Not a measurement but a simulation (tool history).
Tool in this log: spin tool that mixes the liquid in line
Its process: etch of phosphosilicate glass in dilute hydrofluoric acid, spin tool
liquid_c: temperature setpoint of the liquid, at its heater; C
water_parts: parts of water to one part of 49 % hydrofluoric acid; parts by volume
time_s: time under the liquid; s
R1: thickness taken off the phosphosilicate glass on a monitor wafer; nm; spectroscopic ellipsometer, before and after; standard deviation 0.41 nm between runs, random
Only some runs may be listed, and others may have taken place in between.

Run 1, hour 0.0: liquid_c 22.0 C, water_parts 175 parts by volume, time_s 50 s. Result: R1 49.335 nm.
Run 2, hour 6.3: liquid_c 24.0 C, water_parts 175 parts by volume, time_s 50 s. Result: R1 53.358 nm.
Run 3, hour 8.6: liquid_c 24.0 C, water_parts 205 parts by volume, time_s 50 s. Result: R1 44.870 nm.
Run 4, hour 16.4: liquid_c 24.0 C, water_parts 205 parts by volume, time_s 50 s. Result: R1 44.318 nm.
Run 5, hour 17.3: liquid_c 25.0 C, water_parts 200 parts by volume, time_s 50 s. Result: R1 47.513 nm.
Run 6, hour 25.8: liquid_c 25.5 C, water_parts 195 parts by volume, time_s 50 s. Result: R1 49.718 nm.
Run 7, hour 32.5: liquid_c 26.0 C, water_parts 190 parts by volume, time_s 50 s. Result: R1 51.835 nm.
Run 8, hour 37.5: liquid_c 30.0 C, water_parts 160 parts by volume, time_s 50 s. Result: R1 73.827 nm.

What will run 9 give?
Run 9, hour 40.6: liquid_c 29.0 C, water_parts 160 parts by volume, time_s 50 s. Result: R1 ?.

Logged for run 9: R1 71.457 nm.
